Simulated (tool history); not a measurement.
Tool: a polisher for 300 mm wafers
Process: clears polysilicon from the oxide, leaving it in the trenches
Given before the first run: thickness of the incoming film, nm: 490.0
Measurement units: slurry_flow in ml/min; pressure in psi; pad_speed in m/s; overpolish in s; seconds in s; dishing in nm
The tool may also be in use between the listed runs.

run,hour,slurry_flow,pressure,pad_speed,overpolish,seconds,dishing
1,0,135,1.9,0.8,8,60.362,38.156
2,5.9,135,1.9,0.6,8,80.61,33.551
3,7.6,135,1.4,0.6,8,104.39,27.077
4,12.1,135,1.4,0.5,8,126.78,24.082
5,12.7,140,1.6,0.5,7,113.17,24.046
6,21.1,140,1.6,0.5,9,110.49,28.703
7,23.9,140,1.7,0.5,8,105.2,27.779

Expected results for the next run?
8,28.4,140,1.8,0.5,8,?,?

seconds: 99.53 s
dishing: 29.14 nm

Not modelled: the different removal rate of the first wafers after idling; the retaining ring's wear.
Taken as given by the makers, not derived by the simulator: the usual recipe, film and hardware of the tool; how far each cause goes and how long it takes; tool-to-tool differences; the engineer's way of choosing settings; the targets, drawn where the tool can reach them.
